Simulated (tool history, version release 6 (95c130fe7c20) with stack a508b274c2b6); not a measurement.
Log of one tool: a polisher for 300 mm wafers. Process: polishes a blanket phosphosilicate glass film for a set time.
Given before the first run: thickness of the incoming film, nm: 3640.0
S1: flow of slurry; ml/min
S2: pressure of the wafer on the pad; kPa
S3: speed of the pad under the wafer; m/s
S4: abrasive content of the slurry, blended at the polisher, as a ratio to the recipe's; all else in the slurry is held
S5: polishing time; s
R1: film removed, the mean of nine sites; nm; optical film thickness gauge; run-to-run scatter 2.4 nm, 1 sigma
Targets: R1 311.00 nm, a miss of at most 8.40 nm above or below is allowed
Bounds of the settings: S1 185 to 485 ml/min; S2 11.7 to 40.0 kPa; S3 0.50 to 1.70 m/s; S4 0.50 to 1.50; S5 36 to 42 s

| run | day | S1 | S2 | S3 | S4 | S5 | R1 |
|---|---|---|---|---|---|---|---|
| 1 | 0.000 | 310 | 25.5 | 1.10 | 1.00 | 42 | 486.23 |
| 2 | 0.088 | 310 | 22.1 | 1.10 | 1.00 | 42 | 422.37 |
| 3 | 0.288 | 310 | 22.1 | 1.38 | 1.00 | 42 | 501.43 |
| 4 | 0.479 | 310 | 18.6 | 1.36 | 1.00 | 42 | 420.20 |
| 5 | 0.546 | 310 | 22.1 | 1.36 | 1.00 | 42 | 504.01 |
| 6 | 0.571 | 310 | 18.6 | 1.36 | 1.00 | 42 | 421.27 |
| 7 | 0.662 | 310 | 16.5 | 1.36 | 1.00 | 42 | 381.46 |
| 8 | 0.742 | 310 | 16.5 | 1.36 | 1.00 | 42 | 377.65 |
| 9 | 1.012 | 310 | 15.2 | 1.36 | 1.00 | 42 | 350.66 |
| 10 | 1.071 | 310 | 14.5 | 1.36 | 1.00 | 42 | 333.70 |

Which of these 4 next moves meets every target?
| A | 1.129 | 380 | 14.5 | 1.42 | 0.90 | 39 | ? |
| B | 1.129 | 390 | 15.2 | 1.24 | 1.15 | 42 | ? |
| C | 1.129 | 355 | 14.5 | 1.52 | 1.00 | 40 | ? |
| D | 1.129 | 245 | 17.2 | 1.36 | 0.95 | 42 | ? |

| move | R1 |
|---|---|
| A | 311.04 |
| B | 348.92 |
| C | 351.37 |
| D | 381.11 |
A: in spec on every target
B: the biggest miss grows against the last run
C: the biggest miss grows against the last run
D: the biggest miss grows against the last run
Answer: A
